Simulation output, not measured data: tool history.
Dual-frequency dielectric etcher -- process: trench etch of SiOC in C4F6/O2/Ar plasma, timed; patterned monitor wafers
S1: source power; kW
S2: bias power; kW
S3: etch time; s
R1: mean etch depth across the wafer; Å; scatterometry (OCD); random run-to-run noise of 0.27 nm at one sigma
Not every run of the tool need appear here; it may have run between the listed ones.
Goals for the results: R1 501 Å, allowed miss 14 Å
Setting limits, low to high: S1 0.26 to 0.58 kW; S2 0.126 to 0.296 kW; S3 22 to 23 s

{"run": 1, "hour": 0.0, "S1": 0.42, "S2": 0.211, "S3": 22, "R1": 440.51}
{"run": 2, "hour": 6.8, "S1": 0.43, "S2": 0.214, "S3": 22, "R1": 447.35}
{"run": 3, "hour": 14.7, "S1": 0.43, "S2": 0.199, "S3": 22, "R1": 440.71}
{"run": 4, "hour": 22.5, "S1": 0.44, "S2": 0.202, "S3": 22, "R1": 446.64}
{"run": 5, "hour": 31.2, "S1": 0.45, "S2": 0.205, "S3": 22, "R1": 448.48}
{"run": 6, "hour": 35.9, "S1": 0.45, "S2": 0.239, "S3": 22, "R1": 477.06}
{"run": 7, "hour": 39.9, "S1": 0.46, "S2": 0.24, "S3": 22, "R1": 483}
{"run": 8, "hour": 47.2, "S1": 0.46, "S2": 0.241, "S3": 22, "R1": 484.11}
{"run": 9, "hour": 52.1, "S1": 0.46, "S2": 0.242, "S3": 22, "R1": 484.05}
{"run": 10, "hour": 55.3, "S1": 0.46, "S2": 0.243, "S3": 22, "R1": 484.59}

Next run, 5 choices. One meets every target within its allowed miss, the rest don't. Which?
{"run": "A", "hour": 58.5, "S1": 0.44, "S2": 0.228, "S3": 22.5, "R1": "?"}
{"run": "B", "hour": 58.5, "S1": 0.44, "S2": 0.256, "S3": 23, "R1": "?"}
{"run": "C", "hour": 58.5, "S1": 0.5, "S2": 0.239, "S3": 23, "R1": "?"}
{"run": "D", "hour": 58.5, "S1": 0.47, "S2": 0.215, "S3": 22, "R1": "?"}
{"run": "E", "hour": 58.5, "S1": 0.44, "S2": 0.223, "S3": 22.5, "R1": "?"}

move=A R1=473.23
move=B R1=504.31
move=C R1=524.12
move=D R1=468.43
move=E R1=469.5
A: moves away from the targets compared with the last run
B: all results land within tolerance of their targets
C: takes the result that was furthest off past its target
D: moves away from the targets compared with the last run
E: moves away from the targets compared with the last run
So the answer is move B, the one that meets all the targets.
